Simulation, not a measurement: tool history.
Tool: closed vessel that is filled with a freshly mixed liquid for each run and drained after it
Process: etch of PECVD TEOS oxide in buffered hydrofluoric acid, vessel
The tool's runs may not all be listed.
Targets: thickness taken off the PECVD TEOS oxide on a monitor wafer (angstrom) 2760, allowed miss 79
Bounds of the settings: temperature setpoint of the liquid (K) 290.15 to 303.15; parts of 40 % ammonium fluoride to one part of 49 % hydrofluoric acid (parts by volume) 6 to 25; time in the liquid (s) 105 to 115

run  hour  temperature setpoint of the liquid (K)  parts of 40 % ammonium fluoride to one part of 49 % hydrofluoric acid (parts by volume)  time in the liquid (s)  thickness taken off the PECVD TEOS oxide on a monitor wafer (angstrom)
  1     0                                  295.15                                                                                     15.5                     105                                                                  1721.5
  2   0.6                                  296.65                                                                                     15.5                     105                                                                  1867.4
  3   2.2                                  296.65                                                                                     15.5                     115                                                                  2054.9
  4     4                                  297.65                                                                                     15.5                     115                                                                    2169
  5   6.4                                  298.65                                                                                     15.5                     115                                                                  2291.7
  6  11.3                                  299.15                                                                                     15.5                     115                                                                  2351.2
  7  18.8                                  299.65                                                                                     15.5                     115                                                                  2400.6
       22  -- hydrofluoric acid flow meter replaced
  8    22                                  300.15                                                                                     15.5                     115                                                                    2354
  9  24.9                                  303.15                                                                                     14.5                     115                                                                  2951.2
 10  30.3                                  302.65                                                                                     14.5                     115                                                                  2862.7

Which of these 4 next moves meets every target?
  A  35.7                                  300.65                                                                                       11                     105                                                                       ?
  B  35.7                                  300.15                                                                                     11.5                     110                                                                       ?
  C  35.7                                  301.65                                                                                     12.5                     110                                                                       ?
  D  35.7                                  302.15                                                                                       14                     110                                                                       ?

move  thickness taken off the PECVD TEOS oxide on a monitor wafer (angstrom)
   A                                                                  3097.6
   B                                                                  3025.6
   C                                                                    3021
   D                                                                  2776.5
A: further off than the last run
B: further off than the last run
C: further off than the last run
D: meets every target
The right move is D.

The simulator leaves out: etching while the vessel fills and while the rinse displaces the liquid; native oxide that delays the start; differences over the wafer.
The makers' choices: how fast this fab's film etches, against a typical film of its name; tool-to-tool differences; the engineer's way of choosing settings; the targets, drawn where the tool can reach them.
